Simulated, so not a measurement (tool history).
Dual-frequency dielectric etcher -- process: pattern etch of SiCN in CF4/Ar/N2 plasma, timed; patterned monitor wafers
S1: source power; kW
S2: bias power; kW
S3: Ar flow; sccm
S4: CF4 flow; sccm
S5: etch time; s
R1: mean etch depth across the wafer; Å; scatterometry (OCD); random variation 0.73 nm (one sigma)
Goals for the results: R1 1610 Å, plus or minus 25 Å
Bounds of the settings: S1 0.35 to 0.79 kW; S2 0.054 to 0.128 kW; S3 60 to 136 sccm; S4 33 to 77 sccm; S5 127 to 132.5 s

run 1 day=0 | S1=0.57 S2=0.091 S3=98 S4=55 S5=127 | R1=1426.3
run 2 day=0.188 | S1=0.58 S2=0.091 S3=98 S4=55 S5=127 | R1=1446.7
run 3 day=0.525 | S1=0.58 S2=0.091 S3=98 S4=55 S5=127 | R1=1451.8
run 4 day=0.883 | S1=0.58 S2=0.091 S3=98 S4=65 S5=127 | R1=1488.9
run 5 day=1.192 | S1=0.58 S2=0.091 S3=98 S4=55 S5=127 | R1=1450.3
run 6 day=1.242 | S1=0.59 S2=0.091 S3=98 S4=55 S5=127 | R1=1482.8
run 7 day=1.325 | S1=0.6 S2=0.091 S3=98 S4=55 S5=127 | R1=1484.8
run 8 day=1.596 | S1=0.61 S2=0.091 S3=98 S4=55 S5=127 | R1=1493.7
run 9 day=1.621 | S1=0.62 S2=0.091 S3=98 S4=55 S5=127 | R1=1522.6
run 10 day=1.671 | S1=0.63 S2=0.091 S3=98 S4=55 S5=127 | R1=1538.5
run 11 day=2 | S1=0.63 S2=0.091 S3=98 S4=55 S5=127 | R1=1552.6
run 12 day=2.204 | S1=0.65 S2=0.091 S3=98 S4=55 S5=127 | R1=1582.8

Consider the 4 candidate settings below. Which is the only one whose results all fall within their allowed miss of target?
run A day=2.408 | S1=0.65 S2=0.092 S3=92 S4=49 S5=129.5 | R1=?
run B day=2.408 | S1=0.65 S2=0.086 S3=97 S4=48 S5=131 | R1=?
run C day=2.408 | S1=0.68 S2=0.073 S3=93 S4=56 S5=129.5 | R1=?
run D day=2.408 | S1=0.63 S2=0.105 S3=85 S4=41 S5=132.5 | R1=?

move=A R1=1602.7
move=B R1=1559.2
move=C R1=1555.1
move=D R1=1657.2
A: in spec on every target
B: the biggest miss grows against the last run
C: the biggest miss grows against the last run
D: pushes the last run's worst result past its target
The move that meets every target is A.
